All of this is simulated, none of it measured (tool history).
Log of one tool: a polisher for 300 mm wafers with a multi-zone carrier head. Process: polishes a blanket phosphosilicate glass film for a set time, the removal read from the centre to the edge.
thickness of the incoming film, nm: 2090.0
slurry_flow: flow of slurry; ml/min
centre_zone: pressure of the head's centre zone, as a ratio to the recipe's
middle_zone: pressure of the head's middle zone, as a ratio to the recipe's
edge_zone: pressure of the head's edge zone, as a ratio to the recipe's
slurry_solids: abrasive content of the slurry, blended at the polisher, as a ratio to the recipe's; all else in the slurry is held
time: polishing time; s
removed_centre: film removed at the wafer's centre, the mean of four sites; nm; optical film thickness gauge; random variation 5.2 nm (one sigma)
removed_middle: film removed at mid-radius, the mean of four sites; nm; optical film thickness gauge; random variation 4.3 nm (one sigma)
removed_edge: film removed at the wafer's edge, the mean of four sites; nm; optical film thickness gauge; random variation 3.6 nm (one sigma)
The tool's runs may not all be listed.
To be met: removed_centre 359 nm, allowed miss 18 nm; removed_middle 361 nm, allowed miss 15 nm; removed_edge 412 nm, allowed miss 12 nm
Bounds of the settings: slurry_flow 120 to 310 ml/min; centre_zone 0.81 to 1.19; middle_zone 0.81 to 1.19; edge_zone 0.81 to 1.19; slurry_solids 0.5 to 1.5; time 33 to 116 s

run,day,slurry_flow,centre_zone,middle_zone,edge_zone,slurry_solids,time,removed_centre,removed_middle,removed_edge
1,0,200,1,1,1,1,74,495.17,489.49,499.19
2,0.1,200,1.07,1,1,1,74,518.74,502.13,501.82
3,0.262,200,1.07,1.06,1,1,74,527.83,527.25,500.37
4,0.633,195,1.04,1.04,0.99,0.95,74,497.57,500.07,489.95
5,0.725,145,1.04,1.04,0.99,0.95,74,472.13,471.77,470.71
6,0.812,145,1.04,1.1,0.99,0.95,74,468.89,496.69,471.73
7,0.988,140,1.02,1.08,0.99,0.9,74,452.01,471.63,443.89
8,1.108,135,1,1.06,1,0.9,74,428.2,451.05,448.23
9,1.467,135,0.99,1.04,1,0.9,74,426.32,446.08,450.25
10,1.758,135,0.98,1.02,1,0.9,74,431.8,447.2,448.85
11,1.8,135,0.97,1,1.01,0.9,74,414.07,427.52,456.69
12,1.942,135,0.96,0.99,1,0.9,74,425.82,417.63,449.32
13,2.112,135,0.95,0.99,1,0.9,74,422.65,432.72,445.64
14,2.154,135,0.94,0.98,1.01,0.9,74,402.58,427.23,457.31
15,2.354,130,0.91,0.88,0.91,0.75,74,360.6,350.66,380.6
16,2.625,135,0.91,0.88,0.92,0.75,74,359.89,359.02,391.84
17,2.675,135,0.91,0.88,0.93,0.75,74,350.45,364.4,397.88
18,2.729,135,0.91,0.87,0.93,0.75,74,359.6,349.31,398.76

4 next moves are on the table. One of them brings every result within its allowed miss. Which?
A,2.783,140,0.9,0.89,1.01,0.75,74,?,?,?
B,2.783,170,0.93,0.89,0.85,0.75,72,?,?,?
C,2.783,135,0.94,0.81,0.93,0.7,77,?,?,?
D,2.783,170,0.95,0.81,0.89,0.6,81,?,?,?

move,removed_centre,removed_middle,removed_edge
A,355.6,363.35,415.21
B,373.42,368.79,385.82
C,364.03,334.53,396.36
D,369.01,333.7,382.29
A: meets every target
B: further off than the last run
C: further off than the last run
D: further off than the last run
Answer: A
